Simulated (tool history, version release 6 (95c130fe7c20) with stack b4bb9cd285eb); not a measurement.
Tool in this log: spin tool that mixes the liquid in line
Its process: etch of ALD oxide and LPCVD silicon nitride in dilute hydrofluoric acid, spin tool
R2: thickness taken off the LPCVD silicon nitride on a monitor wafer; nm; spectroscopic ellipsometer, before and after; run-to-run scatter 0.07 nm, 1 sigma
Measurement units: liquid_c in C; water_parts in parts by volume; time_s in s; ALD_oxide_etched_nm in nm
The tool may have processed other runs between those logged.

{"run": 1, "day": 0.0, "liquid_c": 22.0, "water_parts": 115, "time_s": 80, "ALD_oxide_etched_nm": 22.064, "R2": 0.31062}
{"run": 2, "day": 0.054, "liquid_c": 24.0, "water_parts": 105, "time_s": 80, "ALD_oxide_etched_nm": 26.825, "R2": 0.47655}
{"run": 3, "day": 0.096, "liquid_c": 24.5, "water_parts": 95, "time_s": 80, "ALD_oxide_etched_nm": 30.867, "R2": 0.49213}
{"run": 4, "day": 0.242, "liquid_c": 24.5, "water_parts": 75, "time_s": 80, "ALD_oxide_etched_nm": 39.945, "R2": 0.63488}
{"run": 5, "day": 0.5, "liquid_c": 24.5, "water_parts": 35, "time_s": 80, "ALD_oxide_etched_nm": 90.158, "R2": 1.2628}
{"run": 6, "day": 0.758, "liquid_c": 26.5, "water_parts": 35, "time_s": 80, "ALD_oxide_etched_nm": 98.607, "R2": 1.3832}
{"run": 7, "day": 0.933, "liquid_c": 24.0, "water_parts": 40, "time_s": 80, "ALD_oxide_etched_nm": 77.377, "R2": 1.2007}
{"run": 8, "day": 1.208, "liquid_c": 22.5, "water_parts": 45, "time_s": 80, "ALD_oxide_etched_nm": 63.128, "R2": 0.93574}
{"run": 9, "day": 1.529, "liquid_c": 21.0, "water_parts": 45, "time_s": 80, "ALD_oxide_etched_nm": 60.979, "R2": 0.88375}
{"run": 10, "day": 1.704, "liquid_c": 20.0, "water_parts": 50, "time_s": 80, "ALD_oxide_etched_nm": 52.533, "R2": 0.68813}
{"day": 1.846, "done": "thermometer replaced"}
{"run": 11, "day": 1.846, "liquid_c": 19.5, "water_parts": 50, "time_s": 80, "ALD_oxide_etched_nm": 47.013, "R2": 0.61153}
{"run": 12, "day": 1.942, "liquid_c": 19.5, "water_parts": 50, "time_s": 80, "ALD_oxide_etched_nm": 47.68, "R2": 0.58745}
{"run": 13, "day": 2.083, "liquid_c": 19.0, "water_parts": 50, "time_s": 80, "ALD_oxide_etched_nm": 46.955, "R2": 0.70514}
{"run": 14, "day": 2.417, "liquid_c": 18.5, "water_parts": 50, "time_s": 80, "ALD_oxide_etched_nm": 45.538, "R2": 0.57809}

Run 15, settings as shown, results not yet in. Your forecast:
{"run": 15, "day": 2.729, "liquid_c": 18.0, "water_parts": 50, "time_s": 80, "ALD_oxide_etched_nm": "?", "R2": "?"}

{"run 15": {"ALD_oxide_etched_nm": 44.503, "R2": 0.63036}}

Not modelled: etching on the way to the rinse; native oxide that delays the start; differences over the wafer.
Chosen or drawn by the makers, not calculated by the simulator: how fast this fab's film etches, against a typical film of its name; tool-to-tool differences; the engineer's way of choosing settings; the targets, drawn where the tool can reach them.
